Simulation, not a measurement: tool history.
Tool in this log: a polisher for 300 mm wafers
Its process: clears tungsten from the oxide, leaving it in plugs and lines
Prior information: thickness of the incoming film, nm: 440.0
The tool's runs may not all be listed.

run  hour  flow of slurry (ml/min)  pressure of the wafer on the pad (kPa)  speed of the pad under the wafer (m/s)  abrasive content of the slurry  overpolish time after the end point (s)  time until the end point was called (s)
  1   0.0                      185                                    29.0                                    1.40                             1.0                                       25                                   65.523
  2   3.7                      185                                    35.9                                    1.40                             1.0                                       25                                   53.163
  3   5.7                      220                                    35.9                                    1.40                             1.0                                       25                                   51.713
  4  13.6                      220                                    35.9                                    1.40                             1.1                                       25                                   50.826
  5  21.7                      215                                    35.2                                    1.40                             1.1                                       25                                   51.669
  6  25.8                      210                                    34.5                                    1.40                             1.1                                       25                                   53.650
  7  28.6                      205                                    33.8                                    1.40                             1.1                                       25                                   53.690
  8  33.8                      205                                    33.8                                    1.40                             1.1                                       25                                   55.212

Run 9 is up next; what results do you expect?
  9  40.7                      200                                    33.8                                    1.40                             1.1                                       25                                        ?

time until the end point was called (s): 54.429

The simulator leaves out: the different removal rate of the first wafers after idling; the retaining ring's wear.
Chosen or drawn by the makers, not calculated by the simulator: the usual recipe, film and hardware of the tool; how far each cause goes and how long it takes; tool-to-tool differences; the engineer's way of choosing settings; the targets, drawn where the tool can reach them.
